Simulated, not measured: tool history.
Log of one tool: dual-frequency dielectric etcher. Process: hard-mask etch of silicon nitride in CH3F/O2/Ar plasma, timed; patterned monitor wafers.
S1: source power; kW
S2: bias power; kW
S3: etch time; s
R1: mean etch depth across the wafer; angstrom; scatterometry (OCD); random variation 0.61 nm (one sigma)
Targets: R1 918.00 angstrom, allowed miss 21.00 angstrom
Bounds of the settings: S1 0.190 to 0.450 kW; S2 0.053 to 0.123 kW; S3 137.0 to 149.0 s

| run | hour | S1 | S2 | S3 | R1 |
|---|---|---|---|---|---|
| 1 | 0.0 | 0.320 | 0.088 | 149.0 | 1040.30 |
| 2 | 4.0 | 0.320 | 0.088 | 149.0 | 1048.80 |
| 3 | 12.2 | 0.340 | 0.088 | 149.0 | 1072.50 |
| 4 | 16.4 | 0.340 | 0.078 | 149.0 | 1047.20 |
| 5 | 21.1 | 0.380 | 0.078 | 149.0 | 1090.30 |
| 6 | 26.9 | 0.380 | 0.072 | 149.0 | 1072.70 |
| 7 | 32.9 | 0.360 | 0.070 | 148.5 | 1028.20 |
| 8 | 39.0 | 0.350 | 0.069 | 148.5 | 1014.50 |
| 9 | 48.0 | 0.350 | 0.069 | 148.5 | 1008.90 |

4 next moves are on the table. One of them brings every result within its allowed miss. Which?
| A | 57.0 | 0.340 | 0.063 | 146.5 | ? |
| B | 57.0 | 0.310 | 0.064 | 137.0 | ? |
| C | 57.0 | 0.360 | 0.075 | 137.0 | ? |
| D | 57.0 | 0.370 | 0.059 | 137.0 | ? |

| move | R1 |
|---|---|
| A | 969.57 |
| B | 875.11 |
| C | 970.12 |
| D | 925.22 |
A: nearer than the last run, and not there yet
B: takes the result that was furthest off past its target
C: nearer than the last run, and not there yet
D: meets every target
The right move is D.
